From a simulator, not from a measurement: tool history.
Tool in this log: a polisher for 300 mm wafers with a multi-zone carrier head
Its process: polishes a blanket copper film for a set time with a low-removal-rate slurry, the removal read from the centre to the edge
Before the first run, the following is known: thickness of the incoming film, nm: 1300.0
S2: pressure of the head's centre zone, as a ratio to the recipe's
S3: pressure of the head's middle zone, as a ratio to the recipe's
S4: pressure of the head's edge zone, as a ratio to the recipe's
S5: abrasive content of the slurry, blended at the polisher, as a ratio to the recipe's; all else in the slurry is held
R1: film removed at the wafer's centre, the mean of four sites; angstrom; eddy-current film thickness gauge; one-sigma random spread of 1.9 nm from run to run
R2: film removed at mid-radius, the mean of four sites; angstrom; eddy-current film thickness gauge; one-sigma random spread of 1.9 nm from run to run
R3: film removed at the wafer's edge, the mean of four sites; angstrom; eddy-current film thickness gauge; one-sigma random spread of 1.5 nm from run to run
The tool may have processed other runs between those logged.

Run 1, hour 0: flow of slurry (ml/min) 180, S2 1, S3 1, S4 1, S5 1, polishing time (s) 46. Result: R1 1704.6 angstrom, R2 1789.4 angstrom, R3 1705.5 angstrom.
Run 2, hour 3.2: flow of slurry (ml/min) 180, S2 1, S3 1, S4 1, S5 1.15, polishing time (s) 46. Result: R1 1805.1 angstrom, R2 1809.3 angstrom, R3 1754.3 angstrom.
Run 3, hour 8.8: flow of slurry (ml/min) 180, S2 1, S3 1, S4 0.99, S5 1.1, polishing time (s) 45. Result: R1 1694.9 angstrom, R2 1731.5 angstrom, R3 1733.1 angstrom.
Run 4, hour 12.2: flow of slurry (ml/min) 180, S2 1.01, S3 1.01, S4 0.99, S5 1.05, polishing time (s) 44. Result: R1 1665.4 angstrom, R2 1710.7 angstrom, R3 1624.5 angstrom.
Run 5, hour 13.7: flow of slurry (ml/min) 180, S2 1.01, S3 1.01, S4 0.96, S5 1.05, polishing time (s) 44. Result: R1 1685.8 angstrom, R2 1703.8 angstrom, R3 1605 angstrom.
Run 6, hour 19.2: flow of slurry (ml/min) 180, S2 1.01, S3 1.01, S4 0.96, S5 1.05, polishing time (s) 54. Result: R1 2028.4 angstrom, R2 2101.2 angstrom, R3 1917.7 angstrom.
Run 7, hour 21.4: flow of slurry (ml/min) 180, S2 1.01, S3 1.01, S4 0.95, S5 1, polishing time (s) 53. Result: R1 1995.7 angstrom, R2 2049.8 angstrom, R3 1935.6 angstrom.

Run 8 is up next; what results do you expect?
Run 8, hour 30.1: flow of slurry (ml/min) 180, S2 1.01, S3 1.02, S4 0.94, S5 0.95, polishing time (s) 51. Result: R1 ?, R2 ?, R3 ?.

R1: 1867 angstrom
R2: 1996.9 angstrom
R3: 1767.8 angstrom
